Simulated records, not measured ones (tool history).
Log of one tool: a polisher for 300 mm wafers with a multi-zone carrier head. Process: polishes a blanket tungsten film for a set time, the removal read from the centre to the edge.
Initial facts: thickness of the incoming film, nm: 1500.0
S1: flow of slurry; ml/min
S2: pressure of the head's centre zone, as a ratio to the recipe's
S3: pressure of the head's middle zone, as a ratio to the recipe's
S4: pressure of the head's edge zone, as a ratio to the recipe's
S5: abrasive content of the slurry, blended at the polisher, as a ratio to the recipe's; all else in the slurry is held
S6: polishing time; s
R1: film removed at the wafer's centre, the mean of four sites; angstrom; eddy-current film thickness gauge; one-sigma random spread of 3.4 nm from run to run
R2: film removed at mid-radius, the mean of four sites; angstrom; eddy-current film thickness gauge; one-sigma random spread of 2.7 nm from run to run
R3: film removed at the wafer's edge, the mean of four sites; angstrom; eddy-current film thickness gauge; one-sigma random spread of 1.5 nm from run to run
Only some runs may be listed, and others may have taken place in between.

| run | hour | S1 | S2 | S3 | S4 | S5 | S6 | R1 | R2 | R3 |
|---|---|---|---|---|---|---|---|---|---|---|
| 1 | 0 | 275 | 1 | 1 | 1 | 1 | 61 | 1908.2 | 1948.4 | 1903.4 |
| 2 | 8.5 | 275 | 1 | 1 | 1 | 0.85 | 61 | 1858.1 | 1816.2 | 1797.6 |
| 3 | 9.6 | 275 | 1 | 1 | 1.06 | 0.85 | 61 | 1813.2 | 1845.6 | 1868.4 |
| 4 | 13.6 | 275 | 1 | 1 | 1.06 | 0.95 | 61 | 1849.2 | 1899 | 1935.2 |
| 5 | 17.1 | 275 | 1 | 1 | 1.14 | 0.95 | 61 | 1908.7 | 1841.6 | 2000.8 |
| 6 | 19.9 | 285 | 1.02 | 1.04 | 1.14 | 1 | 61 | 2022 | 1965 | 2023.4 |
| 7 | 26.2 | 290 | 1.02 | 1.07 | 1.15 | 1.05 | 61 | 1981.1 | 2078.3 | 2071.8 |

Estimate the outcome of run 8 from the log above:
| 8 | 27.1 | 300 | 1.04 | 1.09 | 1.16 | 1.1 | 61 | ? | ? | ? |

For run 8 the tool returned R1 2065.8 angstrom, R2 2169.6 angstrom, R3 2113.1 angstrom.

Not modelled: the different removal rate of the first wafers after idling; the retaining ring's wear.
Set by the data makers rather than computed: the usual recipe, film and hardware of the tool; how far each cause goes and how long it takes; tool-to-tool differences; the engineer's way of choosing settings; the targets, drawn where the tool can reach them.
